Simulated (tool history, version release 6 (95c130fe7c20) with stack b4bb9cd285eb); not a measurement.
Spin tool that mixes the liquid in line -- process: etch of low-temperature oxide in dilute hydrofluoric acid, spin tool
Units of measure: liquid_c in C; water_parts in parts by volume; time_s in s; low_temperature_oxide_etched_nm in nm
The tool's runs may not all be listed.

| run | hour | liquid_c | water_parts | time_s | low_temperature_oxide_etched_nm |
|---|---|---|---|---|---|
| 1 | 0.0 | 20.0 | 160 | 45 | 2.2070 |
| 2 | 8.5 | 20.0 | 215 | 45 | 1.5675 |
| 3 | 11.8 | 23.0 | 215 | 45 | 1.7578 |
| 4 | 15.4 | 23.0 | 215 | 45 | 1.7518 |
| 5 | 19.6 | 24.5 | 180 | 45 | 2.2887 |
| 6 | 24.6 | 25.5 | 155 | 45 | 2.8348 |

The next listed run, before its measurement:
| 7 | 31.7 | 26.5 | 140 | 45 | ? |

{"run 7": {"low_temperature_oxide_etched_nm": 3.3371}}
